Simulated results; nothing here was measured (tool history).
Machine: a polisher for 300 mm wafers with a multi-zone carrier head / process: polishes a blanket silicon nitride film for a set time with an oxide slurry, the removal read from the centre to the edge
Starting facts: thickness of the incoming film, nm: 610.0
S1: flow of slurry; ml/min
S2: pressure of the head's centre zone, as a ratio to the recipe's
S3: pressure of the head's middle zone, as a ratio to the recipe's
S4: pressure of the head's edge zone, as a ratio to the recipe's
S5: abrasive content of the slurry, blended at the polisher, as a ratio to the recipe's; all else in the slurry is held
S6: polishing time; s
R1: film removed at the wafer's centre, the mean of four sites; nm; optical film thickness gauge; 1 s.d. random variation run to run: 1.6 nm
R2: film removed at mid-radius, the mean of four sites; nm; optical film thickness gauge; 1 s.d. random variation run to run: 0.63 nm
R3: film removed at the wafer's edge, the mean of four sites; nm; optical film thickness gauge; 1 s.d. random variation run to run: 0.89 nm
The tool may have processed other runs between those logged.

run 1 day=0.000 | S1=300 S2=1.00 S3=1.00 S4=1.00 S5=1.00 S6=90 | R1=66.505 R2=64.992 R3=63.960
run 2 day=0.021 | S1=300 S2=1.00 S3=1.00 S4=1.00 S5=1.00 S6=105 | R1=76.369 R2=75.520 R3=74.212
run 3 day=0.217 | S1=300 S2=1.00 S3=0.92 S4=1.00 S5=1.00 S6=105 | R1=76.631 R2=71.710 R3=74.431
run 4 day=0.425 | S1=345 S2=1.00 S3=0.92 S4=1.00 S5=1.00 S6=105 | R1=78.992 R2=71.992 R3=76.152
run 5 day=0.571 | S1=345 S2=1.00 S3=0.92 S4=1.06 S5=1.00 S6=105 | R1=79.065 R2=71.836 R3=79.486
run 6 day=0.850 | S1=345 S2=1.00 S3=0.92 S4=1.12 S5=1.00 S6=105 | R1=78.354 R2=71.598 R3=80.848
run 7 day=1.029 | S1=355 S2=1.02 S3=0.94 S4=1.13 S5=1.05 S6=105 | R1=84.134 R2=75.548 R3=84.817
run 8 day=1.133 | S1=365 S2=1.03 S3=0.96 S4=1.14 S5=1.05 S6=105 | R1=84.975 R2=76.692 R3=85.118
run 9 day=1.392 | S1=375 S2=1.04 S3=0.98 S4=1.15 S5=1.10 S6=105 | R1=85.468 R2=81.405 R3=86.771
run 10 day=1.462 | S1=375 S2=1.06 S3=0.98 S4=1.15 S5=1.15 S6=105 | R1=91.933 R2=83.343 R3=89.479
run 11 day=1.767 | S1=380 S2=1.07 S3=0.99 S4=1.16 S5=1.15 S6=105 | R1=92.350 R2=84.148 R3=89.952
run 12 day=2.029 | S1=385 S2=1.08 S3=1.00 S4=1.16 S5=1.20 S6=105 | R1=93.169 R2=86.695 R3=93.946
run 13 day=2.125 | S1=385 S2=1.08 S3=1.00 S4=1.16 S5=1.20 S6=105 | R1=95.648 R2=86.476 R3=92.682
run 14 day=2.400 | S1=390 S2=1.09 S3=1.01 S4=1.16 S5=1.20 S6=105 | R1=97.002 R2=87.670 R3=92.811

Run 15 is up next; what results do you expect?
run 15 day=2.525 | S1=395 S2=1.10 S3=1.02 S4=1.16 S5=1.20 S6=105 | R1=? R2=? R3=?

{"run 15": {"R1": 99.65, "R2": 89.317, "R3": 92.571}}
